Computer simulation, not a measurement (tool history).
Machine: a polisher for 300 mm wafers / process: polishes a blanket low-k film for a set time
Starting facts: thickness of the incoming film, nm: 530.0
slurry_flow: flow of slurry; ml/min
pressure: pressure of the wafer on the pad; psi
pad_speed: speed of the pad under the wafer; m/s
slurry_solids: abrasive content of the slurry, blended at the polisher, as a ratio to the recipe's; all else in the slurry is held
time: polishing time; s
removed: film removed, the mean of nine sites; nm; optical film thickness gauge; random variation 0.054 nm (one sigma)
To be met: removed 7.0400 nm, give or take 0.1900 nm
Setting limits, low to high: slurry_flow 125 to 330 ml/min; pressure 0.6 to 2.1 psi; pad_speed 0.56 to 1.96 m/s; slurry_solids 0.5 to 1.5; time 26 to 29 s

Run 1, hour 0.0: slurry_flow 210 ml/min, pressure 1.3 psi, pad_speed 1.26 m/s, slurry_solids 1.0, time 29 s. Result: removed 9.1812 nm.
Run 2, hour 3.1: slurry_flow 205 ml/min, pressure 1.2 psi, pad_speed 1.26 m/s, slurry_solids 1.0, time 29 s. Result: removed 8.3586 nm.
Run 3, hour 5.8: slurry_flow 205 ml/min, pressure 1.2 psi, pad_speed 1.46 m/s, slurry_solids 1.0, time 29 s. Result: removed 9.2792 nm.
Run 4, hour 14.8: slurry_flow 200 ml/min, pressure 1.1 psi, pad_speed 1.46 m/s, slurry_solids 1.0, time 29 s. Result: removed 8.5881 nm.
Run 5, hour 21.7: slurry_flow 200 ml/min, pressure 1.1 psi, pad_speed 1.46 m/s, slurry_solids 1.0, time 26 s. Result: removed 7.5518 nm.
Run 6, hour 24.9: slurry_flow 160 ml/min, pressure 1.1 psi, pad_speed 1.46 m/s, slurry_solids 1.0, time 26 s. Result: removed 7.4491 nm.
Run 7, hour 33.3: slurry_flow 155 ml/min, pressure 1.1 psi, pad_speed 1.46 m/s, slurry_solids 1.0, time 26 s. Result: removed 7.3510 nm.
Run 8, hour 37.8: slurry_flow 150 ml/min, pressure 1.1 psi, pad_speed 1.46 m/s, slurry_solids 1.0, time 26 s. Result: removed 7.3489 nm.
Run 9, hour 44.5: slurry_flow 145 ml/min, pressure 1.1 psi, pad_speed 1.46 m/s, slurry_solids 1.0, time 26 s. Result: removed 7.2893 nm.
Run 10, hour 45.7: slurry_flow 145 ml/min, pressure 1.1 psi, pad_speed 1.46 m/s, slurry_solids 1.0, time 26 s. Result: removed 7.3444 nm.

Which one of the following 4 next-run settings gets every result inside its allowed miss? There is exactly one.
Run A, hour 46.9: slurry_flow 155 ml/min, pressure 1.2 psi, pad_speed 1.30 m/s, slurry_solids 1.0, time 26 s. Result: removed ?.
Run B, hour 46.9: slurry_flow 135 ml/min, pressure 1.2 psi, pad_speed 1.44 m/s, slurry_solids 0.9, time 28 s. Result: removed ?.
Run C, hour 46.9: slurry_flow 165 ml/min, pressure 1.1 psi, pad_speed 1.14 m/s, slurry_solids 1.1, time 28 s. Result: removed ?.
Run D, hour 46.9: slurry_flow 130 ml/min, pressure 1.1 psi, pad_speed 1.30 m/s, slurry_solids 1.2, time 27 s. Result: removed ?.

move  removed
   A   7.4004
   B   7.8380
   C   7.1008
   D   7.4614
A: moves away from the targets compared with the last run
B: moves away from the targets compared with the last run
C: hits every target within its allowed miss
D: moves away from the targets compared with the last run
Answer: C

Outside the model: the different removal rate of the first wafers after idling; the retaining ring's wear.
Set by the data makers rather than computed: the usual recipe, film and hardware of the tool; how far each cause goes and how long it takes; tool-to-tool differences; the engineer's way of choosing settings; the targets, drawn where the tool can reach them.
